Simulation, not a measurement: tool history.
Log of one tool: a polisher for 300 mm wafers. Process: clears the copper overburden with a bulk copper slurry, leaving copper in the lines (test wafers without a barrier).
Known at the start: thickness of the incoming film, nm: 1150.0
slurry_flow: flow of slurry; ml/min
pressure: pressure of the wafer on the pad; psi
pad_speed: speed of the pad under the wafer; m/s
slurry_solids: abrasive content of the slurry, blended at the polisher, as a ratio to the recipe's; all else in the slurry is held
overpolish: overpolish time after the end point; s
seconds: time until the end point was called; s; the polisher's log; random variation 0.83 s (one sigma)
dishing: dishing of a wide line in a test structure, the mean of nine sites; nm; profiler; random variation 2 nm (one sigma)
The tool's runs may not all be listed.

run,hour,slurry_flow,pressure,pad_speed,slurry_solids,overpolish,seconds,dishing
1,0.0,155,3.5,1.10,1.00,14,66.827,75.260
2,5.7,155,3.8,1.12,1.00,14,60.248,74.309
3,6.6,180,3.8,1.12,1.00,14,60.005,79.456
4,8.1,180,3.8,1.12,1.10,14,58.987,78.663
5,12.3,180,3.0,1.12,1.10,14,73.951,66.464
6,14.1,180,3.0,1.12,0.95,14,77.952,66.142
7,17.7,180,3.5,1.14,0.95,14,65.297,73.400

The next listed run, before its measurement:
8,25.5,180,3.5,1.14,0.95,14,?,?

Run 8 gave seconds 64.563 s, dishing 74.668 nm.
